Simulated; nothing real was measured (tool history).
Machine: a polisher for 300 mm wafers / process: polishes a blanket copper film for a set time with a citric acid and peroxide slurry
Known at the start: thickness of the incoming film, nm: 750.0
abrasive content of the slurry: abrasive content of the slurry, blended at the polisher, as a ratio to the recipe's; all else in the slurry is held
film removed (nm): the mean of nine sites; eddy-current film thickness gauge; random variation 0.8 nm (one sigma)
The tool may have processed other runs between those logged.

| run | day | flow of slurry (ml/min) | pressure of the wafer on the pad (kPa) | speed of the pad under the wafer (m/s) | abrasive content of the slurry | polishing time (s) | film removed (nm) |
|---|---|---|---|---|---|---|---|
| 1 | 0 | 185 | 25.5 | 1.04 | 1 | 28 | 95.197 |
| 2 | 0.333 | 185 | 25.5 | 1.04 | 1.15 | 28 | 99.28 |
| 3 | 0.5 | 185 | 25.5 | 1.04 | 1.15 | 25 | 88.539 |
| 4 | 0.85 | 185 | 24.8 | 1.04 | 1.15 | 25 | 83.658 |
| 5 | 1.217 | 180 | 23.4 | 1.04 | 1.15 | 25 | 80.172 |
| 6 | 1.383 | 180 | 26.2 | 1.04 | 1.15 | 25 | 90.21 |
| 7 | 1.538 | 180 | 25.5 | 1.04 | 1.15 | 25 | 89.101 |

Estimate the outcome of run 8 from the log above:
| 8 | 1.758 | 170 | 20.7 | 1.04 | 1.15 | 25 | ? |

{"run 8": {"film removed (nm)": 71.351}}
